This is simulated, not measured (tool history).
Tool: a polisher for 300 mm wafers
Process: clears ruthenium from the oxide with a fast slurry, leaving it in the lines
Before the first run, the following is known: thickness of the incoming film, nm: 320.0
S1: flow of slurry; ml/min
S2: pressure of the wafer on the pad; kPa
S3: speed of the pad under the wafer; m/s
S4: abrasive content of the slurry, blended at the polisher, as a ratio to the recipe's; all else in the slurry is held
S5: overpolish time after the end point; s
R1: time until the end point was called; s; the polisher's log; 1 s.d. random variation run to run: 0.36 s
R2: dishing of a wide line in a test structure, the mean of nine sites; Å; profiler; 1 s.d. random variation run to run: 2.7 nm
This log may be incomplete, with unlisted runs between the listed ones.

Run 1, hour 0.0: S1 145 ml/min, S2 20.7 kPa, S3 1.26 m/s, S4 1.0, S5 22 s. Result: R1 58.281 s, R2 849.89 Å.
Run 2, hour 8.8: S1 145 ml/min, S2 20.7 kPa, S3 1.26 m/s, S4 1.0, S5 29 s. Result: R1 59.295 s, R2 1024.20 Å.
Run 3, hour 13.7: S1 150 ml/min, S2 21.4 kPa, S3 1.26 m/s, S4 1.0, S5 29 s. Result: R1 56.454 s, R2 1023.30 Å.
Run 4, hour 15.6: S1 155 ml/min, S2 22.1 kPa, S3 1.26 m/s, S4 1.0, S5 29 s. Result: R1 54.263 s, R2 1101.00 Å.
Run 5, hour 18.1: S1 160 ml/min, S2 22.8 kPa, S3 1.26 m/s, S4 1.0, S5 29 s. Result: R1 51.645 s, R2 1090.90 Å.
Run 6, hour 21.5: S1 160 ml/min, S2 18.6 kPa, S3 1.26 m/s, S4 1.0, S5 29 s. Result: R1 63.772 s, R2 985.20 Å.
Run 7, hour 24.1: S1 165 ml/min, S2 19.3 kPa, S3 1.26 m/s, S4 1.0, S5 29 s. Result: R1 61.940 s, R2 1005.00 Å.
Run 8, hour 29.7: S1 165 ml/min, S2 20.0 kPa, S3 1.26 m/s, S4 1.0, S5 29 s. Result: R1 59.023 s, R2 1028.90 Å.

Run 9 is up next; what results do you expect?
Run 9, hour 31.0: S1 170 ml/min, S2 20.7 kPa, S3 1.26 m/s, S4 1.0, S5 29 s. Result: R1 ?, R2 ?.

R1: 57.242 s
R2: 1016.80 Å
